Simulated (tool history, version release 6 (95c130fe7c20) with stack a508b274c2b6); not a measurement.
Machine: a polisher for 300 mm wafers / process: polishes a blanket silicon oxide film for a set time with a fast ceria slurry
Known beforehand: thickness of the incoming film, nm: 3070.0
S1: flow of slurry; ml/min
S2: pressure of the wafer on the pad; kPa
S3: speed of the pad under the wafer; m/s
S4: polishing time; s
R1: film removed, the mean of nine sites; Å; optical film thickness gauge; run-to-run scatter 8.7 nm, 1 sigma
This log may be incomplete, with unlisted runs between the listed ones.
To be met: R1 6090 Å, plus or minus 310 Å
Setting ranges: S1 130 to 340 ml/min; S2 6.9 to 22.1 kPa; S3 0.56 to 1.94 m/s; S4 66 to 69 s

run    day   S1    S2    S3  S4      R1
  1      0  220  14.5  1.24  66  9709.4
  2  0.071  220  13.1  1.22  66  8751.2
  3  0.183  220  11.7   1.2  66  8025.2
  4  0.296  220  11.7   1.2  69  8323.4
  5  0.525  180  11.7   1.2  69  8113.6
  6    0.6  180  11.7   1.2  69  8299.3
  7   0.95  180  11.7   1.2  69  8297.5
  8  1.279  180  10.3  1.18  69    7241
  9  1.554  180   9.7  1.18  69  7002.4
 10  1.596  180     9  1.18  69  6670.2
 11  1.792  180     9  1.18  69  6665.4

Which one of the following 5 next-run settings gets every result inside its allowed miss? There is exactly one.
  A  1.988  155  10.3  1.12  67   ?
  B  1.988  195   9.7  1.08  66   ?
  C  1.988  180   9.7   1.4  66   ?
  D  1.988  210     9   1.3  67   ?
  E  1.988  210   6.9   1.4  69   ?

move      R1
   A    6797
   B  6353.9
   C    8069
   D  7385.4
   E  6877.7
A: moves away from the targets compared with the last run
B: each result inside its tolerance
C: moves away from the targets compared with the last run
D: moves away from the targets compared with the last run
E: moves away from the targets compared with the last run
So the answer is move B, the one that meets all the targets.
